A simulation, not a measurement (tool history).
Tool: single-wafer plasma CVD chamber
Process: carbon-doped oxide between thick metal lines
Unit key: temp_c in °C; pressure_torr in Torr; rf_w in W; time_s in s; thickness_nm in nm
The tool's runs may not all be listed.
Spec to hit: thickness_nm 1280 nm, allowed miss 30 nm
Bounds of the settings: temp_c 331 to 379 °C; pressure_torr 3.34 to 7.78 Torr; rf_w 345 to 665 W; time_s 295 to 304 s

run,hour,temp_c,pressure_torr,rf_w,time_s,thickness_nm
1,0,355,5.56,505,295,1436.5
2,7.8,356,5.35,490,295,1384.7
3,14.5,356,5.35,490,304,1425.3
4,22.7,365,5.35,490,304,1383.6
5,27.6,365,4.79,490,304,1360.5
6,32.1,366,4.67,485,304,1335.6
7,36.7,367,4.59,485,304,1318.8
8,42.2,368,4.54,485,304,1318.4
9,43.3,369,4.48,485,304,1314.2

5 candidate next runs follow, results not yet known. Just one meets every target within its allowed miss. Identify it.
A,44.4,375,4.86,450,304,?
B,44.4,370,4.48,515,300,?
C,44.4,377,5.24,515,304,?
D,44.4,372,4.52,470,295,?
E,44.4,371,4.44,475,304,?

move,thickness_nm
A,1204.4
B,1366.8
C,1408.3
D,1218.9
E,1269.4
A: moves the result that the last run missed by most past its target, out the other side
B: further off than the last run
C: further off than the last run
D: moves the result that the last run missed by most past its target, out the other side
E: all results land within tolerance of their targets
The move that meets every target is E.
